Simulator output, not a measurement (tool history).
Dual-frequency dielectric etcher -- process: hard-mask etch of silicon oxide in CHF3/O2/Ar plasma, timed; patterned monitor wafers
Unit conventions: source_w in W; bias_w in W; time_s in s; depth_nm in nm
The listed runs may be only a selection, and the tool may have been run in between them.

Run 1, day 0.000: source_w 470 W, bias_w 124 W, time_s 34.5 s. Result: depth_nm 52.721 nm.
Run 2, day 0.125: source_w 470 W, bias_w 132 W, time_s 34.5 s. Result: depth_nm 54.638 nm.
Run 3, day 0.225: source_w 470 W, bias_w 132 W, time_s 36.0 s. Result: depth_nm 57.209 nm.
Run 4, day 0.550: source_w 470 W, bias_w 132 W, time_s 36.0 s. Result: depth_nm 57.063 nm.
Run 5, day 0.688: source_w 470 W, bias_w 132 W, time_s 34.5 s. Result: depth_nm 54.225 nm.
Run 6, day 0.879: source_w 470 W, bias_w 132 W, time_s 34.5 s. Result: depth_nm 54.039 nm.

Run 7 is up next; what results do you expect?
Run 7, day 1.088: source_w 500 W, bias_w 134 W, time_s 34.5 s. Result: depth_nm ?.

{"run 7": {"depth_nm": 55.626}}
